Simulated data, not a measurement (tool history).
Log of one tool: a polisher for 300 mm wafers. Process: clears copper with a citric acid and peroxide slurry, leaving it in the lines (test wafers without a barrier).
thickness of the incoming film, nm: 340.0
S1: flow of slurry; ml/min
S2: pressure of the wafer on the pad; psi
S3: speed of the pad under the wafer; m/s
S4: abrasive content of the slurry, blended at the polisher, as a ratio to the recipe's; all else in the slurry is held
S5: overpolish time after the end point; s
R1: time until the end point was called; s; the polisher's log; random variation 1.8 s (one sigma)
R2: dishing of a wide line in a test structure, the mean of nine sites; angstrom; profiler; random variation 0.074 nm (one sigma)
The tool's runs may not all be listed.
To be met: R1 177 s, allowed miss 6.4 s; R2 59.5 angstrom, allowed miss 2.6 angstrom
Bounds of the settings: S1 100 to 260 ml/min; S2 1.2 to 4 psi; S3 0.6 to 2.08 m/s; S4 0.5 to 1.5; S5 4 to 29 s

run,hour,S1,S2,S3,S4,S5,R1,R2
1,0,165,2.6,1.34,1,15,116.96,301.84
2,4.7,170,2.4,1.32,1,13,125.12,244.64
3,10,170,3,1.32,1,13,101.6,299.85
4,10.7,170,3,1.32,1,16,102.94,361.43
5,11.5,185,2.7,1.26,1.05,14,115.36,294.7
6,12.1,185,2.2,1.26,1.05,14,141.2,244.2
7,16.2,170,2,1.28,0.95,12,156.57,188.09
8,23,160,1.9,1.32,0.9,11,165.72,167.57
9,27.9,150,1.8,1.38,0.85,10,178.41,142.49
10,29.4,140,1.7,1.48,0.8,9,181.83,125.03

Which of these 4 next moves meets every target?
A,30.9,135,1.6,1.58,0.75,4,?,?
B,30.9,175,1.7,1.46,0.8,4,?,?
C,30.9,100,1.7,1.66,0.7,4,?,?
D,30.9,155,2.1,1.3,0.6,14,?,?

move,R1,R2
A,192.43,55.257
B,179.32,59.221
C,192.8,55.193
D,180.75,192.83
A: takes the result that was furthest off past its target
B: meets every target
C: takes the result that was furthest off past its target
D: further off than the last run
Move B is the one to make.
